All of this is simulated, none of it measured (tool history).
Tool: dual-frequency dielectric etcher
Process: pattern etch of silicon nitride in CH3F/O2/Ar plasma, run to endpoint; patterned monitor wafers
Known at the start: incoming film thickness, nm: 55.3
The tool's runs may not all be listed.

run	hour	source power (kW)	bias power (kW)	endpoint time (s)
1	0.0	0.500	0.059	83.305
2	0.7	0.520	0.060	81.084
3	6.2	0.530	0.060	81.342
4	6.8	0.590	0.060	77.928
5	7.7	0.590	0.055	80.664
6	11.4	0.590	0.049	84.113

The next listed run, before its measurement:
7	18.4	0.600	0.051	?

Run 7 gave endpoint time (s) 84.109.
